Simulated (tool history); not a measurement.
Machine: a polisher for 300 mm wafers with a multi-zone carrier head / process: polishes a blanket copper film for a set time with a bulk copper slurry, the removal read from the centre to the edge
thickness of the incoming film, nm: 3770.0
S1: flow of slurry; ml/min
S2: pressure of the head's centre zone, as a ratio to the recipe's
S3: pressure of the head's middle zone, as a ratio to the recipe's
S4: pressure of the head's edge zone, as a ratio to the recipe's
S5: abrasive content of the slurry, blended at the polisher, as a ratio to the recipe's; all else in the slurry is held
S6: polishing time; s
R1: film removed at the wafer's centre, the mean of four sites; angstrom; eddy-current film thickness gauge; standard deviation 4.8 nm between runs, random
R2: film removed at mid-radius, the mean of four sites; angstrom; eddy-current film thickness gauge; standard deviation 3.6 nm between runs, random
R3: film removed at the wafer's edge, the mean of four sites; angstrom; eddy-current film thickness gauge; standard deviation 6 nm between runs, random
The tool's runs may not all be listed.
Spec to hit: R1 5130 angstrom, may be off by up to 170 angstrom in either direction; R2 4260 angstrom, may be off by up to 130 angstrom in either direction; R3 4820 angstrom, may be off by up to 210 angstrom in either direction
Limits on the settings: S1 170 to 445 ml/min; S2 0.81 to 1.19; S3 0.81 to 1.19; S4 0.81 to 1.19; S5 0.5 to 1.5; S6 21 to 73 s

run,hour,S1,S2,S3,S4,S5,S6,R1,R2,R3
1,0,285,1,1,1,1,47,2749.1,2951.5,3014.8
2,4.6,335,1,1,1,1,47,2790.8,2980.6,2986.3
3,9.1,330,1.05,0.98,1.03,1.15,52,3346.4,3404,3395.3
4,11.1,330,1.02,0.98,1.03,1.15,52,3267.1,3356.2,3500.2
5,13.3,330,1.02,0.98,1.11,1.15,52,3202.7,3427.4,3656.8
6,14.7,330,1.07,0.94,1.12,1.25,56,3722.8,3576.8,4041.1
7,20.3,335,1.11,0.94,1.12,1.3,58,4051.4,3790.1,4136
8,26.8,340,1.13,0.92,1.13,1.35,60,4302.1,3884.3,4378.2
9,32.2,345,1.15,0.91,1.13,1.4,61,4503,3944.2,4553.7
# hour 36.1: centre zone pressure recalibrated
10,36.1,350,1.16,0.91,1.11,1.45,62,5166.7,4065.1,4548.1
11,44.9,350,1.15,0.91,1.12,1.45,62,5114.6,4096.7,4661.4
12,51.8,355,1.14,0.92,1.13,1.45,62,5099.9,4093.9,4482

5 next moves are on the table. One of them brings every result within its allowed miss. Which?
A,58.7,340,1.14,0.81,1.11,1.5,62,?,?,?
B,58.7,295,1.05,0.86,1.02,1.5,68,?,?,?
C,58.7,400,1.16,1.09,1.1,1.25,61,?,?,?
D,58.7,320,1.15,0.94,1.15,1.2,62,?,?,?
E,58.7,330,1.13,1.08,1.19,0.95,69,?,?,?

move,R1,R2,R3
A,5131.7,3823.7,4572.8
B,5102.4,4301.3,4772.3
C,5003.6,4463,4323.4
D,4884.1,3978,4385.1
E,5077.9,4628.1,4700.8
A: moves away from the targets compared with the last run
B: in spec on every target
C: moves away from the targets compared with the last run
D: moves away from the targets compared with the last run
E: meets the target for the result that was furthest off, but another lies outside its allowed miss
B is the move that brings every result within its allowed miss.

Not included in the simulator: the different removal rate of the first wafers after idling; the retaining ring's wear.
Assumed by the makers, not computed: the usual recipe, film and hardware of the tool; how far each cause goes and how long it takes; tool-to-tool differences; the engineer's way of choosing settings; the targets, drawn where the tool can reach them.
